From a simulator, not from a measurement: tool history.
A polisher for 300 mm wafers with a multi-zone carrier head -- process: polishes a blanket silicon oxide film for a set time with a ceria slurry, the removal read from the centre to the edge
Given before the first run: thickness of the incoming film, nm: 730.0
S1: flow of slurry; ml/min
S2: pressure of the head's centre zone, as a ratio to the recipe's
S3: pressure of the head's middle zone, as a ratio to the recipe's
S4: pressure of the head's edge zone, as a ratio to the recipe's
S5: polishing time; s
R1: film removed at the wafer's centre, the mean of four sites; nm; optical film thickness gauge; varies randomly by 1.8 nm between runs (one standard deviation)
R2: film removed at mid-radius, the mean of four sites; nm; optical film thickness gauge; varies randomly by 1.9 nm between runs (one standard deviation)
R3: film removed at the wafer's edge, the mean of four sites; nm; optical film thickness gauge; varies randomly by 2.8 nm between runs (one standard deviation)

run  hour   S1    S2    S3  S4  S5      R1      R2      R3
  1     0  305     1     1   1  62  231.48  233.56  233.18
  2   5.2  305     1     1   1  47   175.8  176.34  169.78
  3    14  305  0.92     1   1  47  157.05   175.2   173.9
  4  21.9  360  0.92     1   1  47  162.95  178.04  175.71
  5  27.4  360  0.92     1   1  61  215.36  231.22  222.35
  6  33.5  360  0.92  1.05   1  61  207.18  241.33  221.27

Run 7 is up next; what results do you expect?
  7  40.1  370  0.93  1.03  0.99  60   ?   ?   ?

R1: 210.37 nm
R2: 235.13 nm
R3: 220.59 nm
